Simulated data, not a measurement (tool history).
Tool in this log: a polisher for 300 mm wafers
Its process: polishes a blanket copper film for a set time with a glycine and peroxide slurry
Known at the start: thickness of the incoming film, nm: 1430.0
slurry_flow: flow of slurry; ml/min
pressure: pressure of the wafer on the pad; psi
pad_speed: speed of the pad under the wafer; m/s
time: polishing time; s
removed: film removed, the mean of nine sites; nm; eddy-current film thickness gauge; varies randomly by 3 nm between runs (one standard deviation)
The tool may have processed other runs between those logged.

run  hour  slurry_flow  pressure  pad_speed  time  removed
  1     0          215       2.2       0.92   121   488.82
  2   4.4          215       2.1       0.92   121   478.37
  3  10.5          190       2.1       0.92   121   466.04
  4  17.1          190       2.1        1.1   121   534.92
  5  22.1          185         2        1.1   121   514.95
  6  29.8          180       1.9        1.1   121   494.67
  7  36.4          175       1.8        1.1   121   465.42

Run 8 has not been measured yet. What should we expect?
  8  38.6          150       1.5        1.1   121        ?

Run 8 yielded removed 395.75 nm.
